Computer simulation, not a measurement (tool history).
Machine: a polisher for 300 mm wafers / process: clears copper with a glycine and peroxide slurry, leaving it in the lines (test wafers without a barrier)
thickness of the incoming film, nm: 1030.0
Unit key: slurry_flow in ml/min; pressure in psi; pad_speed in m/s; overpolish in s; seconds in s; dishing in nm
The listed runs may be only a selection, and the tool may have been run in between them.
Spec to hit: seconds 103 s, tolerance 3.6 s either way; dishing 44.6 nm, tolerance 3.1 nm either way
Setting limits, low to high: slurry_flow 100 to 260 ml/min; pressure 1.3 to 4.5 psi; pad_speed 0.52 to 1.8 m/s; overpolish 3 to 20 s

run	hour	slurry_flow	pressure	pad_speed	overpolish	seconds	dishing
1	0	165	2.9	1.16	10	142.86	35.329
2	8.2	165	2.9	1.06	10	152.17	33.116
3	16.9	165	2.9	1.06	7	150.82	28.785
4	25.9	165	2.4	1.06	7	173.58	25.046
5	27.6	190	2.4	1.06	7	169.43	25.55
6	31.6	190	3.1	1.06	7	140.36	30.563
7	35.5	190	3.3	1.06	7	130.87	30.858
8	37.2	190	3.4	1.06	8	128.68	33.423
9	41.9	190	3.5	1.06	8	124.35	33.804
10	48.7	190	3.6	1.06	8	122.11	34.605
11	54.8	190	3.7	1.06	8	121.33	33.85
12	59.6	195	3.8	1.06	9	118.41	37.778
13	66.2	195	3.9	1.06	9	113.2	38.233
14	74.8	195	4	1.06	9	110.08	38.751
15	79.3	205	4.1	1.06	10	108.7	42.787
16	81.9	210	4.2	1.06	10	107.01	41.019

5 next moves are on the table. One of them brings every result within its allowed miss. Which?
A	84.5	215	4.1	0.96	8	?	?
B	84.5	230	3.7	1.14	9	?	?
C	84.5	220	4	1.04	7	?	?
D	84.5	195	3.9	1.1	12	?	?
E	84.5	260	4.2	1.04	12	?	?

move	seconds	dishing
A	115.43	35.749
B	113.32	38.298
C	112.38	33.551
D	113	43.648
E	105.68	44.785
A: its largest miss is bigger than the last run's
B: its largest miss is bigger than the last run's
C: its largest miss is bigger than the last run's
D: brings the result that was furthest off to its target, and leaves another outside
E: every result within its allowed miss
Correct choice: E, which meets every target

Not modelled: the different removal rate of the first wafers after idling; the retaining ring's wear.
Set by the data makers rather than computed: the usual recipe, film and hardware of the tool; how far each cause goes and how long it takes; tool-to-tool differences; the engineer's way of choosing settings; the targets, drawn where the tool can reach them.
